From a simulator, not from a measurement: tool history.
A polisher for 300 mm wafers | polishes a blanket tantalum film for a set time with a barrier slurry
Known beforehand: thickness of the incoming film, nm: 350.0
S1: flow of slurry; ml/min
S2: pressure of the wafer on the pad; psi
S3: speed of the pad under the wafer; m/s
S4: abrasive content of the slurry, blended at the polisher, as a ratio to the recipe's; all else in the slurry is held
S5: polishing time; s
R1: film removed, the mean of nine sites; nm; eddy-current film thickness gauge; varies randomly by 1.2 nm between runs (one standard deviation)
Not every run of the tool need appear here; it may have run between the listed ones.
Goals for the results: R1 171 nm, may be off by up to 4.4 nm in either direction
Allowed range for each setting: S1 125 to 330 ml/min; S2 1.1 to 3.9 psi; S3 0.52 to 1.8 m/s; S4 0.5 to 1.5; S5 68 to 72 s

run,hour,S1,S2,S3,S4,S5,R1
1,0,210,2.5,1.16,1,68,137.32
2,3.8,210,2.5,1.16,1,72,148.87
3,8,220,2.6,1.16,1,72,152.19
4,11.9,220,2.6,1,1,72,133.2
5,15.1,220,2.6,1,1,72,132.69
6,19.9,220,2.6,1,1,68,124.14
7,20.6,220,2.9,1,1,68,135.94
8,29,220,2.9,1,1,68,134.53
9,33.8,220,2.9,1,1,68,134.84
10,42,220,3.2,1,1,68,147.13
11,45.8,225,3.4,1,1,68,157.26
12,46.5,225,3.5,1,1,68,158.98
13,54,225,3.6,1,1,68,163.8

Pick the move, out of 4, that brings all results within their allowed miss; only one does.
A,61.5,265,3,1.1,1.15,72,?
B,61.5,275,3.5,0.92,1.05,68,?
C,61.5,235,3.7,0.94,1.15,68,?
D,61.5,205,3.6,0.92,1.05,72,?

move,R1
A,168.77
B,150.86
C,161.26
D,158.11
A: all results land within tolerance of their targets
B: further off than the last run
C: further off than the last run
D: further off than the last run
Correct choice: A, which meets every target
